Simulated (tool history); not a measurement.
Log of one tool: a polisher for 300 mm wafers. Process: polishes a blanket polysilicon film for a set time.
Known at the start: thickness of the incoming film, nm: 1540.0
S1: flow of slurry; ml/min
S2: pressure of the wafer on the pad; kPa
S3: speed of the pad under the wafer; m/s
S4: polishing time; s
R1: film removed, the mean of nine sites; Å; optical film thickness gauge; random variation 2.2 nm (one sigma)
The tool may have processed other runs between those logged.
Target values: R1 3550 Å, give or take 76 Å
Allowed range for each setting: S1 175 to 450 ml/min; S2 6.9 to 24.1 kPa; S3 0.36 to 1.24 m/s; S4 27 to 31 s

run 1 hour=0 | S1=290 S2=15.2 S3=0.8 S4=31 | R1=1879
run 2 hour=1.6 | S1=295 S2=17.9 S3=0.8 S4=31 | R1=2197.7
run 3 hour=7.9 | S1=295 S2=21.4 S3=0.8 S4=31 | R1=2601
run 4 hour=16.2 | S1=350 S2=21.4 S3=0.8 S4=31 | R1=2632.7
run 5 hour=22.4 | S1=350 S2=19.3 S3=0.8 S4=31 | R1=2392.1
run 6 hour=25.8 | S1=355 S2=20.7 S3=0.84 S4=31 | R1=2658.4
run 7 hour=27.2 | S1=355 S2=22.1 S3=0.88 S4=31 | R1=2906
run 8 hour=29.6 | S1=355 S2=22.8 S3=0.92 S4=31 | R1=3121
run 9 hour=36.9 | S1=355 S2=23.4 S3=0.94 S4=31 | R1=3268.4
run 10 hour=40.1 | S1=355 S2=23.4 S3=0.96 S4=31 | R1=3301.8

Pick the move, out of 5, that brings all results within their allowed miss; only one does.
run A hour=43.3 | S1=335 S2=23.4 S3=1.08 S4=30 | R1=?
run B hour=43.3 | S1=370 S2=24.1 S3=0.84 S4=30 | R1=?
run C hour=43.3 | S1=240 S2=22.8 S3=1.04 S4=30 | R1=?
run D hour=43.3 | S1=365 S2=22.1 S3=1.04 S4=28 | R1=?
run E hour=43.3 | S1=330 S2=22.1 S3=1.14 S4=28 | R1=?

move=A R1=3527.8
move=B R1=2984.6
move=C R1=3258.3
move=D R1=3022.8
move=E R1=3241.4
A: in spec on every target
B: further off than the last run
C: further off than the last run
D: further off than the last run
E: further off than the last run
Move A is the one to make.
